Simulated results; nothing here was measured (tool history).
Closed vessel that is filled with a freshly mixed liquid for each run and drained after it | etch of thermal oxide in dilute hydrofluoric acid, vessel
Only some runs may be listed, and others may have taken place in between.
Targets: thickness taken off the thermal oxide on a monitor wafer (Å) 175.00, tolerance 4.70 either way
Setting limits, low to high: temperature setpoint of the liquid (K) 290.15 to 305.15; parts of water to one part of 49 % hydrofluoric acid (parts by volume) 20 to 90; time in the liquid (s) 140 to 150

| run | hour | temperature setpoint of the liquid (K) | parts of water to one part of 49 % hydrofluoric acid (parts by volume) | time in the liquid (s) | thickness taken off the thermal oxide on a monitor wafer (Å) |
|---|---|---|---|---|---|
| 1 | 0.0 | 297.15 | 50 | 140 | 118.19 |
| 2 | 5.1 | 299.65 | 50 | 140 | 131.54 |
| 3 | 7.2 | 299.65 | 60 | 140 | 107.95 |
| 4 | 13.8 | 301.65 | 55 | 140 | 128.45 |
| 5 | 19.9 | 302.65 | 50 | 140 | 148.23 |
| 6 | 23.3 | 302.65 | 60 | 140 | 121.95 |
| 7 | 30.9 | 302.65 | 60 | 140 | 121.10 |
| 8 | 35.2 | 303.65 | 55 | 140 | 138.95 |
| 9 | 42.1 | 304.15 | 50 | 140 | 156.78 |
| 10 | 42.8 | 304.65 | 50 | 140 | 159.93 |
| 11 | 51.0 | 305.15 | 50 | 140 | 162.99 |
| 12 | 52.8 | 305.15 | 45 | 140 | 182.27 |
| 13 | 54.7 | 305.15 | 45 | 140 | 182.32 |

4 next moves are on the table. One of them brings every result within its allowed miss. Which?
| A | 56.6 | 305.15 | 45 | 145 | ? |
| B | 56.6 | 304.65 | 45 | 145 | ? |
| C | 56.6 | 305.15 | 50 | 140 | ? |
| D | 56.6 | 303.15 | 45 | 145 | ? |

| move | thickness taken off the thermal oxide on a monitor wafer (Å) |
|---|---|
| A | 189.37 |
| B | 185.72 |
| C | 163.23 |
| D | 175.12 |
A: moves away from the targets compared with the last run
B: moves away from the targets compared with the last run
C: the result that was furthest off in the last run now lies on the other side of its target
D: every result lands within tolerance
The move that meets every target is D.
